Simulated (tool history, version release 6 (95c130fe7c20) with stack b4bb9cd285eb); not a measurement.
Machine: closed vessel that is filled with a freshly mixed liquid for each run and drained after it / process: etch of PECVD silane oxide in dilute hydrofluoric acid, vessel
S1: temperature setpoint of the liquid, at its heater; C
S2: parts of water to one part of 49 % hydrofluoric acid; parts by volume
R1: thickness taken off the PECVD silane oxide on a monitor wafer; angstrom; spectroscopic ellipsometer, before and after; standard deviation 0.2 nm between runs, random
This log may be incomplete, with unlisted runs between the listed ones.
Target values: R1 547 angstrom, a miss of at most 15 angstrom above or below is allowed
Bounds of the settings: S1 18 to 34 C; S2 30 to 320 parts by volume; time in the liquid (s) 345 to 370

Run 1, hour 0: S1 26 C, S2 175 parts by volume, time in the liquid (s) 345. Result: R1 769.58 angstrom.
Run 2, hour 2.8: S1 26 C, S2 215 parts by volume, time in the liquid (s) 345. Result: R1 601.55 angstrom.
Run 3, hour 5.6: S1 26 C, S2 245 parts by volume, time in the liquid (s) 345. Result: R1 508.16 angstrom.
Run 4, hour 11.5: S1 26 C, S2 305 parts by volume, time in the liquid (s) 345. Result: R1 385.6 angstrom.
Run 5, hour 20.6: S1 28.5 C, S2 300 parts by volume, time in the liquid (s) 345. Result: R1 431.16 angstrom.
Run 6, hour 28: S1 30.5 C, S2 300 parts by volume, time in the liquid (s) 345. Result: R1 461.44 angstrom.
Run 7, hour 33.5: S1 31.5 C, S2 295 parts by volume, time in the liquid (s) 345. Result: R1 487.92 angstrom.
Run 8, hour 38.5: S1 32.5 C, S2 295 parts by volume, time in the liquid (s) 345. Result: R1 501.49 angstrom.
Run 9, hour 42.8: S1 33 C, S2 290 parts by volume, time in the liquid (s) 345. Result: R1 524.13 angstrom.
Run 10, hour 45.4: S1 33.5 C, S2 290 parts by volume, time in the liquid (s) 345. Result: R1 531.28 angstrom.

Consider the 4 candidate settings below. Which is the only one whose results all fall within their allowed miss of target?
Run A, hour 48: S1 32.5 C, S2 300 parts by volume, time in the liquid (s) 360. Result: R1 ?.
Run B, hour 48: S1 33 C, S2 295 parts by volume, time in the liquid (s) 370. Result: R1 ?.
Run C, hour 48: S1 34 C, S2 310 parts by volume, time in the liquid (s) 350. Result: R1 ?.
Run D, hour 48: S1 32 C, S2 275 parts by volume, time in the liquid (s) 365. Result: R1 ?.

move      R1
   A   508.9
   B  543.34
   C  496.44
   D  569.15
A: its largest miss is bigger than the last run's
B: every result lands within tolerance
C: its largest miss is bigger than the last run's
D: takes the result that was furthest off past its target
Go with B: it meets all targets.

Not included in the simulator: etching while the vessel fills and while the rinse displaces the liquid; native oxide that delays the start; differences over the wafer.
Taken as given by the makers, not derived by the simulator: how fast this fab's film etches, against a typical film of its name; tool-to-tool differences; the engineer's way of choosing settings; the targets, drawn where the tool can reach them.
